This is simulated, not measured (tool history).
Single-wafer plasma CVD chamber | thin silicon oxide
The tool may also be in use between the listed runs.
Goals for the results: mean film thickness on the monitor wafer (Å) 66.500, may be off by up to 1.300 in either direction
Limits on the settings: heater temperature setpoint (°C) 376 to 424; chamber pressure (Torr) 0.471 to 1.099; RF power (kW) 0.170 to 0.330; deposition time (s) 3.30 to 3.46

run	hour	heater temperature setpoint (°C)	chamber pressure (Torr)	RF power (kW)	deposition time (s)	mean film thickness on the monitor wafer (Å)
1	0.0	400	0.785	0.250	3.46	60.430
2	6.8	406	0.785	0.250	3.46	60.311
3	15.3	396	0.785	0.250	3.46	60.864
4	20.4	396	0.807	0.250	3.46	61.467
5	22.4	396	0.807	0.220	3.46	59.311
# hour 25.7: capacitance manometer re-zeroed and calibrated
6	25.7	396	0.836	0.220	3.46	58.071
7	30.0	396	0.898	0.220	3.46	60.963
8	33.1	396	0.939	0.220	3.46	63.290
9	39.2	396	0.959	0.220	3.46	63.712

Which of these 4 next moves meets every target?
A	45.3	400	1.050	0.240	3.46	?
B	45.3	405	1.039	0.205	3.46	?
C	45.3	403	1.099	0.240	3.37	?
D	45.3	393	1.027	0.230	3.46	?

move	mean film thickness on the monitor wafer (Å)
A	70.353
B	66.470
C	70.296
D	68.804
A: carries the result that was furthest off beyond its target, to the other side
B: all results land within tolerance of their targets
C: carries the result that was furthest off beyond its target, to the other side
D: carries the result that was furthest off beyond its target, to the other side
Correct choice: B, which meets every target

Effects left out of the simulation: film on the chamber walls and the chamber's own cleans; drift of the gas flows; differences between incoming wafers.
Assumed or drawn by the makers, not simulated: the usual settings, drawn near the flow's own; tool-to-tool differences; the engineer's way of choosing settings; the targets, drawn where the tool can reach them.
